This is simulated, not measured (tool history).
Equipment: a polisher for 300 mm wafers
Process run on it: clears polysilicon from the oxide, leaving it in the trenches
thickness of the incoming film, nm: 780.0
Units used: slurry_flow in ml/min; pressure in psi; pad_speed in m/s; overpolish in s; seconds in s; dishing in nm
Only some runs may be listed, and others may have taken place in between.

run,hour,slurry_flow,pressure,pad_speed,overpolish,seconds,dishing
1,0.0,190,1.8,0.76,13,119.01,46.925
2,3.6,190,1.8,0.76,9,117.57,41.093
3,10.9,190,1.8,0.76,13,121.85,46.495
4,18.4,190,1.9,0.76,13,109.80,49.415
5,21.4,190,1.5,0.76,13,141.90,43.842
6,22.8,190,1.5,0.76,16,138.38,48.894
7,29.6,190,1.7,0.76,15,124.85,49.889
8,36.4,190,1.8,0.76,14,117.48,49.641

Run 9 has not been measured yet. What should we expect?
9,43.3,190,1.9,0.76,14,?,?

Run 9 came out at seconds 111.23 s, dishing 49.890 nm.

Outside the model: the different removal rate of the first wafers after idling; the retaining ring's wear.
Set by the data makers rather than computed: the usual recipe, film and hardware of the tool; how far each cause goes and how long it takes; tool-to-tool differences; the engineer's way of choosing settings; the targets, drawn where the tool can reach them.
